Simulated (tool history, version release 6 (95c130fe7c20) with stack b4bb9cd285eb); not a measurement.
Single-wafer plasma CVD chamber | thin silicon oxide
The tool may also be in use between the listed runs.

| run | hour | heater temperature setpoint (°C) | chamber pressure (mTorr) | RF power (kW) | deposition time (s) | mean film thickness on the monitor wafer (angstrom) |
|---|---|---|---|---|---|---|
| 1 | 0.0 | 375 | 864 | 0.265 | 9.0 | 144.42 |
| 2 | 1.0 | 375 | 938 | 0.265 | 9.0 | 153.94 |
| 3 | 1.7 | 368 | 938 | 0.265 | 9.0 | 153.87 |
| 4 | 5.2 | 373 | 938 | 0.265 | 9.0 | 153.78 |
| 5 | 10.2 | 373 | 948 | 0.265 | 9.0 | 156.12 |
|  | 13.8 | thermocouple changed; heater temperature recalibrated |
| 6 | 13.8 | 367 | 948 | 0.265 | 9.0 | 155.73 |
| 7 | 14.6 | 367 | 957 | 0.265 | 9.0 | 156.93 |
| 8 | 22.2 | 367 | 965 | 0.265 | 9.0 | 157.64 |

Run 9 comes next. What will it give?
| 9 | 28.2 | 367 | 973 | 0.265 | 9.0 | ? |

Run 9 produced mean film thickness on the monitor wafer (angstrom) 158.66.
